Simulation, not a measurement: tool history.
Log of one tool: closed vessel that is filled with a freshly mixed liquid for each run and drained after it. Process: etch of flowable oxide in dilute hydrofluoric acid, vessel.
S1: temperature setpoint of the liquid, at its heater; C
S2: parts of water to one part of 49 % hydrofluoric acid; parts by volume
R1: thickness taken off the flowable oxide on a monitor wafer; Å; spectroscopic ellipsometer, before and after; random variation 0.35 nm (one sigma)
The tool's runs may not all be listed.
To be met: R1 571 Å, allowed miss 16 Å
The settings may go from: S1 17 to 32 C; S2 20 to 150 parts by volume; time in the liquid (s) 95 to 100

run 1 hour=0 | S1=24 S2=85 time_in_the_liquid_(s)=95 | R1=374.8
run 2 hour=5.9 | S1=24 S2=105 time_in_the_liquid_(s)=95 | R1=301.95
run 3 hour=14.7 | S1=25.5 S2=100 time_in_the_liquid_(s)=95 | R1=336.71
run 4 hour=15.3 | S1=22.5 S2=100 time_in_the_liquid_(s)=95 | R1=294.95
run 5 hour=16 | S1=24.5 S2=95 time_in_the_liquid_(s)=95 | R1=336.93
run 6 hour=18.6 | S1=24.5 S2=95 time_in_the_liquid_(s)=100 | R1=354.48
run 7 hour=21.8 | S1=26 S2=90 time_in_the_liquid_(s)=100 | R1=403.41
run 8 hour=29.5 | S1=30 S2=80 time_in_the_liquid_(s)=100 | R1=536.05
run 9 hour=31.5 | S1=30.5 S2=80 time_in_the_liquid_(s)=100 | R1=542.65

4 next moves are on the table. One of them brings every result within its allowed miss. Which?
run A hour=33.5 | S1=27.5 S2=70 time_in_the_liquid_(s)=100 | R1=?
run B hour=33.5 | S1=30 S2=80 time_in_the_liquid_(s)=95 | R1=?
run C hour=33.5 | S1=31 S2=80 time_in_the_liquid_(s)=95 | R1=?
run D hour=33.5 | S1=32 S2=90 time_in_the_liquid_(s)=100 | R1=?

move=A R1=557.59
move=B R1=503.39
move=C R1=522.89
move=D R1=500.38
A: meets every target
B: further off than the last run
C: further off than the last run
D: further off than the last run
Move A is the one to make.
